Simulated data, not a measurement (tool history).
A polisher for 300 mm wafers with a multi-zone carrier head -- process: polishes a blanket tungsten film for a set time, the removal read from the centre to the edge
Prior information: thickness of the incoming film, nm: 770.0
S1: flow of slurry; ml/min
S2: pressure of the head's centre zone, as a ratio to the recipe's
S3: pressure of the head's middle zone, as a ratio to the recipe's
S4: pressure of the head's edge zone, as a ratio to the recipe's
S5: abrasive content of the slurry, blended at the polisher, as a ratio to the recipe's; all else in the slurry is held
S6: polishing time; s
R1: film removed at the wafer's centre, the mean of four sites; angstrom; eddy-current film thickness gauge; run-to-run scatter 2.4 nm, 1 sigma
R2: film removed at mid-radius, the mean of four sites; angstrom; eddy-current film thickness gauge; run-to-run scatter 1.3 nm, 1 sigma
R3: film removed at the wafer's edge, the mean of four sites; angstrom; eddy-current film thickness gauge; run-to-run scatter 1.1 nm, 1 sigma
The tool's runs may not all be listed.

{"run": 1, "day": 0.0, "S1": 275, "S2": 1.0, "S3": 1.0, "S4": 1.0, "S5": 1.0, "S6": 37, "R1": 1972.3, "R2": 1972.4, "R3": 2025.2}
{"run": 2, "day": 0.262, "S1": 275, "S2": 1.0, "S3": 1.0, "S4": 1.0, "S5": 1.0, "S6": 41, "R1": 2153.5, "R2": 2171.2, "R3": 2214.9}
{"run": 3, "day": 0.35, "S1": 275, "S2": 1.0, "S3": 0.94, "S4": 1.0, "S5": 1.0, "S6": 41, "R1": 2143.1, "R2": 2043.3, "R3": 2265.5}
{"run": 4, "day": 0.392, "S1": 275, "S2": 1.02, "S3": 0.96, "S4": 0.96, "S5": 0.85, "S6": 38, "R1": 1949.6, "R2": 1907.6, "R3": 1954.7}
{"run": 5, "day": 0.533, "S1": 225, "S2": 1.02, "S3": 0.96, "S4": 0.96, "S5": 0.85, "S6": 38, "R1": 1854.6, "R2": 1843.8, "R3": 1922.9}
{"run": 6, "day": 0.646, "S1": 225, "S2": 1.06, "S3": 0.96, "S4": 0.96, "S5": 0.85, "S6": 38, "R1": 1993.9, "R2": 1827.9, "R3": 1939.0}
{"run": 7, "day": 0.833, "S1": 255, "S2": 1.1, "S3": 1.06, "S4": 0.86, "S5": 0.6, "S6": 29, "R1": 1508.5, "R2": 1403.0, "R3": 1305.2}

Run 8 is up next; what results do you expect?
{"run": 8, "day": 1.004, "S1": 285, "S2": 1.14, "S3": 1.11, "S4": 0.94, "S5": 0.7, "S6": 29, "R1": "?", "R2": "?", "R3": "?"}

{"run 8": {"R1": 1634.3, "R2": 1535.7, "R3": 1436.3}}
